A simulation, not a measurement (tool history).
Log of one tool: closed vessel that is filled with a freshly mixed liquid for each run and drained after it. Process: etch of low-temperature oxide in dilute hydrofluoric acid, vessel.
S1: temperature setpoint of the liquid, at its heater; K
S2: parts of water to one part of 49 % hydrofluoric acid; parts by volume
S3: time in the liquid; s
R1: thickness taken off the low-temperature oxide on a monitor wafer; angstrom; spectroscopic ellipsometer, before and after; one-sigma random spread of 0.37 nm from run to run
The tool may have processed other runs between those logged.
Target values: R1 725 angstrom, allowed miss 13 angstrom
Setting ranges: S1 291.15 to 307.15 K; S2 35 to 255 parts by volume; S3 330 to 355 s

run 1 day=0 | S1=299.15 S2=145 S3=330 | R1=608.74
run 2 day=0.162 | S1=300.65 S2=145 S3=330 | R1=638.84
run 3 day=0.379 | S1=297.65 S2=145 S3=330 | R1=570.95
run 4 day=0.408 | S1=297.65 S2=145 S3=355 | R1=619.08
run 5 day=0.521 | S1=297.65 S2=170 S3=355 | R1=508.9
run 6 day=0.8 | S1=297.65 S2=145 S3=355 | R1=623.71
run 7 day=1.067 | S1=298.65 S2=145 S3=355 | R1=634.2
run 8 day=1.262 | S1=298.65 S2=145 S3=355 | R1=634.7
run 9 day=1.583 | S1=299.65 S2=145 S3=355 | R1=669.17

Exactly one of the 4 candidate moves below puts every result within its allowed miss. Which one?
run A day=1.904 | S1=301.15 S2=135 S3=340 | R1=?
run B day=1.904 | S1=295.15 S2=125 S3=335 | R1=?
run C day=1.904 | S1=298.15 S2=140 S3=330 | R1=?
run D day=1.904 | S1=298.65 S2=140 S3=330 | R1=?

move=A R1=724.97
move=B R1=622.32
move=C R1=603.21
move=D R1=614.62
A: each result inside its tolerance
B: misses by more than the last run did
C: misses by more than the last run did
D: misses by more than the last run did
So the answer is move A, the one that meets all the targets.

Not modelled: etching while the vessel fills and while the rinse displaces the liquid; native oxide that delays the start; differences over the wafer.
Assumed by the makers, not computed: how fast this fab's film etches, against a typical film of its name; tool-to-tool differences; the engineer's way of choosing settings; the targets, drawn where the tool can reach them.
